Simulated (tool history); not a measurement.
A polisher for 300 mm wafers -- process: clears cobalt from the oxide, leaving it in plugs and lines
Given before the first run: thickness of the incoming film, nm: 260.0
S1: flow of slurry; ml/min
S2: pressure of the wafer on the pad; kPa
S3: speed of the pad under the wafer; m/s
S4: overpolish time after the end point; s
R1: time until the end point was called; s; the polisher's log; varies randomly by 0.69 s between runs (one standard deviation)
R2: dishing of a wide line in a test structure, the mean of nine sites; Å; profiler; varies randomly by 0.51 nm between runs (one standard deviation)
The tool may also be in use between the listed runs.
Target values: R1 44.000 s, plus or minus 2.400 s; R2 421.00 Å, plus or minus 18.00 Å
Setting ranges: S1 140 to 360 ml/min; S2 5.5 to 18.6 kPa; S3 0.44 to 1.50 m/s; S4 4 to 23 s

run    day   S1    S2    S3  S4      R1      R2
  1  0.000  230  11.7  0.96  12  65.653  340.04
  2  0.208  230   9.0  0.96  12  88.179  285.80
  3  0.312  185   9.0  0.96  12  90.717  285.19
  4  0.583  165   9.0  0.96  12  92.430  280.37
  5  0.700  175  11.0  0.96  12  72.668  326.21
  6  0.771  175  11.0  0.84  12  81.823  303.12
  7  1.121  175  11.0  0.84  12  81.619  300.99
  8  1.412  175  13.1  0.84  12  69.298  342.14
  9  1.700  185  14.5  0.84  11  63.699  343.12
 10  1.950  190  15.9  0.86  11  56.502  371.69
 11  2.200  195  16.5  0.88  11  52.259  378.12
 12  2.304  195  17.2  0.88  11  49.784  391.23
 13  2.642  195  17.9  0.88  11  48.459  400.74
 14  2.833  195  17.9  0.90  11  47.801  400.50

Below are 4 possible settings for the next run. Only one of them brings all results inside the allowed miss of their targets. Which is it?
  A  3.025  235  17.2  0.86  11   ?   ?
  B  3.025  210  18.6  1.02   8   ?   ?
  C  3.025  190  18.6  0.98  11   ?   ?
  D  3.025  170  16.5  0.98  12   ?   ?

move      R1      R2
   A  50.520  389.61
   B  41.701  360.03
   C  43.474  424.00
   D  49.441  414.67
A: lands further from the targets than the last run did
B: corrects the largest miss of the last run, while another result sits out of spec
C: every result within its allowed miss
D: lands further from the targets than the last run did
The right move is C.
